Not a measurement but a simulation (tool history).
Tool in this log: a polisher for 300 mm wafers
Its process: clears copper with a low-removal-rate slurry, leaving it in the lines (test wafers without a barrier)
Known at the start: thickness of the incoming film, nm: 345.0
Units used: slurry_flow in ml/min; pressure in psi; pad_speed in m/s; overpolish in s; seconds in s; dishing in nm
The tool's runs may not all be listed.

| run | hour | slurry_flow | pressure | pad_speed | slurry_solids | overpolish | seconds | dishing |
|---|---|---|---|---|---|---|---|---|
| 1 | 0 | 260 | 2.1 | 1.04 | 1 | 24 | 139.3 | 40.51 |
| 2 | 7.9 | 260 | 2.1 | 1.04 | 0.8 | 24 | 142.96 | 38.159 |
| 3 | 11 | 235 | 2.1 | 1.04 | 0.8 | 24 | 147.87 | 38.816 |
| 4 | 15.4 | 250 | 2 | 1.04 | 0.8 | 23 | 149.98 | 36.211 |
| 5 | 17.3 | 250 | 2 | 1.04 | 0.8 | 30 | 152.6 | 43.531 |
| 6 | 24.3 | 250 | 2 | 1.04 | 0.8 | 23 | 148.63 | 35.527 |
| 7 | 25.5 | 255 | 1.9 | 1.04 | 0.8 | 22 | 160.67 | 32.074 |
| 8 | 32.7 | 265 | 1.9 | 1.04 | 0.8 | 21 | 160.3 | 31.147 |

Forecast run 9:
| 9 | 37.4 | 270 | 1.9 | 1.04 | 0.8 | 20 | ? | ? |

seconds: 161.67 s
dishing: 29.704 nm
